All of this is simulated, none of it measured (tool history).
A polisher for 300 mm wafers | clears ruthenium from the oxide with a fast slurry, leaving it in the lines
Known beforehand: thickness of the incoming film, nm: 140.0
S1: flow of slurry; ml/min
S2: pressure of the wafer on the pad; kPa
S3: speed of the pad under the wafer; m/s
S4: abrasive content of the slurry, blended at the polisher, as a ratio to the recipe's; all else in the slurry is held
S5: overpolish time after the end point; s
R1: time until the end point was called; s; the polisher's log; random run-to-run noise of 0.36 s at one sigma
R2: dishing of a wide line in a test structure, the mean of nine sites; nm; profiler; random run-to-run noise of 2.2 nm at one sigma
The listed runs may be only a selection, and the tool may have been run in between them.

{"run": 1, "hour": 0.0, "S1": 275, "S2": 24.1, "S3": 1.16, "S4": 1.0, "S5": 30, "R1": 29.13, "R2": 118.74}
{"run": 2, "hour": 2.6, "S1": 310, "S2": 24.1, "S3": 1.16, "S4": 1.0, "S5": 30, "R1": 29.425, "R2": 115.83}
{"run": 3, "hour": 8.0, "S1": 310, "S2": 24.1, "S3": 1.16, "S4": 0.9, "S5": 30, "R1": 28.525, "R2": 116.39}
{"run": 4, "hour": 14.0, "S1": 310, "S2": 26.2, "S3": 1.18, "S4": 0.9, "S5": 26, "R1": 26.543, "R2": 109.61}
{"run": 5, "hour": 20.5, "S1": 310, "S2": 28.3, "S3": 1.2, "S4": 0.9, "S5": 24, "R1": 25.164, "R2": 108.43}
{"run": 6, "hour": 24.7, "S1": 310, "S2": 28.3, "S3": 1.2, "S4": 0.9, "S5": 19, "R1": 23.934, "R2": 92.571}
{"run": 7, "hour": 33.0, "S1": 310, "S2": 29.6, "S3": 1.22, "S4": 0.9, "S5": 19, "R1": 23.515, "R2": 94.965}

Predict the results of run 8:
{"run": 8, "hour": 39.3, "S1": 310, "S2": 31.0, "S3": 1.24, "S4": 0.9, "S5": 19, "R1": "?", "R2": "?"}

Run 8 yielded R1 21.412 s, R2 99.170 nm.

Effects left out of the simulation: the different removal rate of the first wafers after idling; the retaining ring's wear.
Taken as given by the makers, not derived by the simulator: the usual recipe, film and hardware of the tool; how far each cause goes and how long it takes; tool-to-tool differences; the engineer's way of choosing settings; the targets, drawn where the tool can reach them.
